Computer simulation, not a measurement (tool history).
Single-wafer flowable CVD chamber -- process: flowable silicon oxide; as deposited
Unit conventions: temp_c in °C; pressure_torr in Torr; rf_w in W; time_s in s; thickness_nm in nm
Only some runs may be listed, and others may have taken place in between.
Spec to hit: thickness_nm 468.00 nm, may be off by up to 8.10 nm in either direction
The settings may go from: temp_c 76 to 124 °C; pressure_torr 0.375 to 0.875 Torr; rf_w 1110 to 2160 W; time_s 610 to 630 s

run  hour  temp_c  pressure_torr  rf_w  time_s  thickness_nm
  1   0.0     100          0.625  1635     610        244.91
  2   8.2     100          0.625  1835     610        254.37
  3  14.4     100          0.625  1670     610        246.45
  4  17.3      97          0.625  1670     610        275.54
  5  21.0      97          0.625  1885     610        285.49
  6  23.8      97          0.625  1785     610        281.50
  7  26.0      95          0.625  1785     610        302.47
  8  32.0      93          0.625  1785     610        326.72
  9  38.3      91          0.625  1785     610        353.39
 10  39.3      90          0.625  1785     610        366.27
 11  46.3      89          0.625  1785     610        379.09
 12  47.1      88          0.625  1785     610        390.91

Exercise: of the 4 proposed moves below, exactly one satisfies all targets within the stated allowed misses. Which move is it?
  A  47.9      87          0.662  2025     611             ?
  B  47.9      82          0.619  1815     623             ?
  C  47.9      85          0.658  1820     619             ?
  D  47.9      81          0.597  1970     625             ?

move  thickness_nm
   A        441.13
   B        487.45
   C        464.38
   D        495.49
A: nearer than the last run, and not there yet
B: pushes the last run's worst result past its target
C: meets every target
D: pushes the last run's worst result past its target
Go with C: it meets all targets.
